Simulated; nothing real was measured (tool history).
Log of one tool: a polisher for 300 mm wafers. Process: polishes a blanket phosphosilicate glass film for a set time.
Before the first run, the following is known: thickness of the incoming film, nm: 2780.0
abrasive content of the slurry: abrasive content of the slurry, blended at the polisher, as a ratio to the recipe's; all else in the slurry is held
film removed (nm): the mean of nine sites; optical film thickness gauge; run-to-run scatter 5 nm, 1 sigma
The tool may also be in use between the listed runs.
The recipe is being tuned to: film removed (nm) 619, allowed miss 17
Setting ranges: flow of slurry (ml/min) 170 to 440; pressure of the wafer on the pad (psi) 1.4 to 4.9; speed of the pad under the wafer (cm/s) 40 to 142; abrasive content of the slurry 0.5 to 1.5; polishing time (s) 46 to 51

run,hour,flow of slurry (ml/min),pressure of the wafer on the pad (psi),speed of the pad under the wafer (cm/s),abrasive content of the slurry,polishing time (s),film removed (nm)
1,0,280,3.1,90,1,51,378.69
2,8.1,285,3.6,90,1,51,433.51
3,11.6,285,3.6,104,1,51,486.55
4,13.9,285,3.6,104,1,46,443.26
5,18.9,285,4,104,1,46,486.53
6,21.3,285,4,126,1,46,569.66
7,25.9,290,4.1,126,1,46,584.59
8,34,290,4.2,126,1,46,595.76

Exactly one of the 4 candidate moves below puts every result within its allowed miss. Which one?
A,42.1,300,3.7,138,1.15,47,?
B,42.1,245,4.1,112,1,50,?
C,42.1,335,4.3,118,1.05,50,?
D,42.1,300,4.2,120,0.85,49,?

move,film removed (nm)
A,613.94
B,570.69
C,647.85
D,571.68
A: in spec on every target
B: misses by more than the last run did
C: takes the biggest miss from the last run beyond its target
D: misses by more than the last run did
Correct choice: A, which meets every target
